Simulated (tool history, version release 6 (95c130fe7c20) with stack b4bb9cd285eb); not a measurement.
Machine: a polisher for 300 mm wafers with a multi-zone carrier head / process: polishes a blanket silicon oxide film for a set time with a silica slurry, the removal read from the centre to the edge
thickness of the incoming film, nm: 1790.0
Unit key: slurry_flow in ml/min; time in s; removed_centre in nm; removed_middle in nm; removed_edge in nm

run	hour	slurry_flow	centre_zone	middle_zone	edge_zone	slurry_solids	time	removed_centre	removed_middle	removed_edge
1	0	235	1	1	1	1	75	295.79	291.81	280.99
2	5.4	235	0.96	1	1	1	75	290.98	286.37	276.7
3	9.1	235	0.95	0.98	0.97	0.95	75	278.48	280.86	266.12
4	17.2	235	0.95	1.05	0.97	0.95	75	274.4	294.69	268.69
5	18	235	0.95	1.05	1.01	0.95	75	279.68	296.49	270.35
6	19.9	235	1.02	1.05	1.01	0.95	75	290.87	294.88	268.46
7	21.8	235	1.03	1.03	1	0.9	75	281.71	276.71	256.02
8	27.1	230	1.03	1.02	0.99	0.85	75	272.14	268.46	246.47

Run 9, settings as shown, results not yet in. Your forecast:
9	27.9	225	1.03	1	0.98	0.85	75	?	?	?

removed_centre: 270.95 nm
removed_middle: 259.74 nm
removed_edge: 244.19 nm
